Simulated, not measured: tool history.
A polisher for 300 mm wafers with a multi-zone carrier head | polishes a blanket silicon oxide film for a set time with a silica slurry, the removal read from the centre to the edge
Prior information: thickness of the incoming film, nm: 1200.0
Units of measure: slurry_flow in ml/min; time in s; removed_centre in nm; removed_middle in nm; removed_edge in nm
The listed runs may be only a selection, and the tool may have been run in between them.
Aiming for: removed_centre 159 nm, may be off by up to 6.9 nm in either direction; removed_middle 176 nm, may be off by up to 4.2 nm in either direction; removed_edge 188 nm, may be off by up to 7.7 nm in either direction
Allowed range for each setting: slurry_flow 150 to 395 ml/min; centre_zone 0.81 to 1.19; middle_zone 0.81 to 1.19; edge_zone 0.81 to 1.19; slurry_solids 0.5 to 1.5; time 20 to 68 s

run  hour  slurry_flow  centre_zone  middle_zone  edge_zone  slurry_solids  time  removed_centre  removed_middle  removed_edge
  1     0          250            1            1          1              1    44          189.94          189.83        194.31
  2   6.9          250            1            1          1            1.2    44          201.61           202.6        209.33
  3   9.7          240         0.96         0.98       0.98           1.15    44          191.74          196.38        203.74
  4  12.3          180         0.96         0.98       0.98           1.15    44          184.51           190.2        199.42
  5  14.8          175         0.93         0.97       0.97            1.1    44          177.31          185.27        194.51
  6  15.8          175         0.93         0.92       0.97            1.1    44          175.14          177.65        195.46
  7  21.1          175         0.91         0.92       0.96            1.1    44          173.58          176.51        195.03
  8  21.8          170         0.89         0.93       0.95            1.1    44          166.89          176.53        192.76

Of the 5 settings listed for the next run, only one would bring every result within its allowed miss of target. Which one?
  A  22.5          175         0.92         0.91       0.96           1.05    46               ?               ?             ?
  B  22.5          160         0.83         0.84       0.88            1.1    48               ?               ?             ?
  C  22.5          150         0.83          0.9       0.81            1.2    44               ?               ?             ?
  D  22.5          175         0.93         0.89       0.94           1.05    46               ?               ?             ?
  E  22.5          150         0.87         0.89       0.97            1.1    47               ?               ?             ?

move  removed_centre  removed_middle  removed_edge
   A          175.63          178.94           202
   B          166.05          176.13        207.64
   C          155.99          175.26        190.94
   D          177.53          175.67        200.75
   E          168.92          179.27        207.93
A: the biggest miss grows against the last run
B: the biggest miss grows against the last run
C: every result within its allowed miss
D: the biggest miss grows against the last run
E: the biggest miss grows against the last run
C meets every target.

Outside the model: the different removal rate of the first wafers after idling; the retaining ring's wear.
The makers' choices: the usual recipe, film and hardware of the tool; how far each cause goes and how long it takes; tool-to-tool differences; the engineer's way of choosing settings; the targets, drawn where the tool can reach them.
